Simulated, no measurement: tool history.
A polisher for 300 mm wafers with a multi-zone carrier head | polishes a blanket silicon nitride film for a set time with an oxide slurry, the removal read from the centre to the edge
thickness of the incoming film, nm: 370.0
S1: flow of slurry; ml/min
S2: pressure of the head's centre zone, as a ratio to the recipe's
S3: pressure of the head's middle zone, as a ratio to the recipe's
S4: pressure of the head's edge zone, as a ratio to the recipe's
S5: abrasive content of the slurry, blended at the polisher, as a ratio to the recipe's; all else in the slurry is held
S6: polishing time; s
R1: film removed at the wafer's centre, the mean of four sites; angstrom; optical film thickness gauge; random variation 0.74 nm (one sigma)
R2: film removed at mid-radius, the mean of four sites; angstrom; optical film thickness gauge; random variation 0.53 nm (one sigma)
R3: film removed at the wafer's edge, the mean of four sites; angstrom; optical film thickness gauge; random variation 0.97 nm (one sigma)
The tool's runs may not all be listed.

Run 1, day 0.000: S1 260 ml/min, S2 1.00, S3 1.00, S4 1.00, S5 1.00, S6 71 s. Result: R1 505.01 angstrom, R2 530.26 angstrom, R3 515.75 angstrom.
Run 2, day 0.362: S1 270 ml/min, S2 1.00, S3 1.04, S4 1.04, S5 1.10, S6 71 s. Result: R1 539.79 angstrom, R2 584.86 angstrom, R3 562.29 angstrom.
Run 3, day 0.638: S1 285 ml/min, S2 1.00, S3 1.08, S4 1.07, S5 1.15, S6 71 s. Result: R1 555.19 angstrom, R2 617.54 angstrom, R3 580.84 angstrom.
Run 4, day 0.783: S1 285 ml/min, S2 1.00, S3 1.08, S4 1.10, S5 1.15, S6 71 s. Result: R1 556.07 angstrom, R2 625.74 angstrom, R3 593.34 angstrom.
Run 5, day 1.146: S1 290 ml/min, S2 1.00, S3 1.11, S4 1.12, S5 1.20, S6 71 s. Result: R1 575.05 angstrom, R2 647.66 angstrom, R3 594.34 angstrom.
Run 6, day 1.371: S1 290 ml/min, S2 1.00, S3 1.17, S4 1.12, S5 1.20, S6 71 s. Result: R1 569.30 angstrom, R2 683.39 angstrom, R3 599.45 angstrom.
Run 7, day 1.729: S1 290 ml/min, S2 0.98, S3 1.17, S4 1.14, S5 1.25, S6 71 s. Result: R1 563.99 angstrom, R2 688.21 angstrom, R3 629.33 angstrom.
Run 8, day 1.854: S1 300 ml/min, S2 0.98, S3 1.18, S4 1.14, S5 1.30, S6 71 s. Result: R1 583.48 angstrom, R2 707.09 angstrom, R3 616.06 angstrom.
Run 9, day 1.912: S1 290 ml/min, S2 0.97, S3 1.18, S4 1.15, S5 1.35, S6 72 s. Result: R1 595.99 angstrom, R2 735.81 angstrom, R3 646.15 angstrom.
Run 10, day 2.079: S1 290 ml/min, S2 0.97, S3 1.18, S4 1.15, S5 1.35, S6 72 s. Result: R1 595.88 angstrom, R2 736.60 angstrom, R3 646.71 angstrom.
Run 11, day 2.104: S1 285 ml/min, S2 0.96, S3 1.17, S4 1.16, S5 1.40, S6 72 s. Result: R1 581.00 angstrom, R2 733.86 angstrom, R3 676.30 angstrom.
Run 12, day 2.458: S1 290 ml/min, S2 0.97, S3 1.17, S4 1.16, S5 1.45, S6 72 s. Result: R1 601.29 angstrom, R2 750.70 angstrom, R3 692.14 angstrom.
Run 13, day 2.700: S1 295 ml/min, S2 0.98, S3 1.18, S4 1.16, S5 1.45, S6 72 s. Result: R1 615.02 angstrom, R2 745.35 angstrom, R3 665.34 angstrom.

Run 14 comes next. What will it give?
Run 14, day 2.854: S1 295 ml/min, S2 0.98, S3 1.18, S4 1.17, S5 1.45, S6 72 s. Result: R1 ?, R2 ?, R3 ?.

Run 14 gave R1 607.19 angstrom, R2 746.16 angstrom, R3 671.10 angstrom.

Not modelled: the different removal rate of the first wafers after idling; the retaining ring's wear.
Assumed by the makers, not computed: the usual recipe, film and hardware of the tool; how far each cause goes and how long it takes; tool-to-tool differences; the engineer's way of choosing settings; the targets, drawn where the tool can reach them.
